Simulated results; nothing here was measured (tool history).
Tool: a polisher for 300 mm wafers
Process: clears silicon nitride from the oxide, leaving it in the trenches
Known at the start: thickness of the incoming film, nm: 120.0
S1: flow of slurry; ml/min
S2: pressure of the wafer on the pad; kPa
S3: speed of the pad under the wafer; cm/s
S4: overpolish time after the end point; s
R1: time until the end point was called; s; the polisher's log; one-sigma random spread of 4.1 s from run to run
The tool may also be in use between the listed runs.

Run 1, day 0.000: S1 145 ml/min, S2 18.6 kPa, S3 112 cm/s, S4 4 s. Result: R1 110.430 s.
Run 2, day 0.371: S1 145 ml/min, S2 20.7 kPa, S3 112 cm/s, S4 4 s. Result: R1 101.590 s.
Run 3, day 0.738: S1 145 ml/min, S2 20.7 kPa, S3 124 cm/s, S4 4 s. Result: R1 89.590 s.
Run 4, day 0.879: S1 110 ml/min, S2 20.7 kPa, S3 124 cm/s, S4 4 s. Result: R1 96.331 s.
Run 5, day 0.996: S1 110 ml/min, S2 20.7 kPa, S3 98 cm/s, S4 4 s. Result: R1 116.160 s.
Run 6, day 1.229: S1 110 ml/min, S2 20.7 kPa, S3 98 cm/s, S4 4 s. Result: R1 121.560 s.
Run 7, day 1.354: S1 105 ml/min, S2 15.9 kPa, S3 72 cm/s, S4 4 s. Result: R1 209.260 s.

Run 8 comes next. What will it give?
Run 8, day 1.467: S1 105 ml/min, S2 11.0 kPa, S3 70 cm/s, S4 4 s. Result: R1 ?.

{"run 8": {"R1": 301.34}}

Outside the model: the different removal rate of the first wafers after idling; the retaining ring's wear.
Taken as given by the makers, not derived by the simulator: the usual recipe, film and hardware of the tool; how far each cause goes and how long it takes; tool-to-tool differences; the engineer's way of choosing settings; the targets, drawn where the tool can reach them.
